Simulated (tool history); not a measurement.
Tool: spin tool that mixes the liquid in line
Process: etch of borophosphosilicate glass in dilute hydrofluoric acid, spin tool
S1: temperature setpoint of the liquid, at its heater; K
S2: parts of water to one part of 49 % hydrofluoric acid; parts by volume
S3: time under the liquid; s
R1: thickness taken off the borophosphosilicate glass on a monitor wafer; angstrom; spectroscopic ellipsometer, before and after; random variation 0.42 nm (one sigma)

run	hour	S1	S2	S3	R1
1	0.0	293.15	155	225	371.39
2	6.2	294.65	155	225	392.99
3	13.9	294.65	155	240	416.56
4	15.9	297.65	155	240	470.67
5	20.9	295.15	155	240	430.05
6	26.4	295.15	155	240	425.98
7	27.4	296.15	155	240	444.27
8	32.6	297.15	155	240	467.25
9	36.8	297.65	155	240	467.70

The next listed run, before its measurement:
10	43.1	298.15	155	240	?

R1: 474.92 angstrom
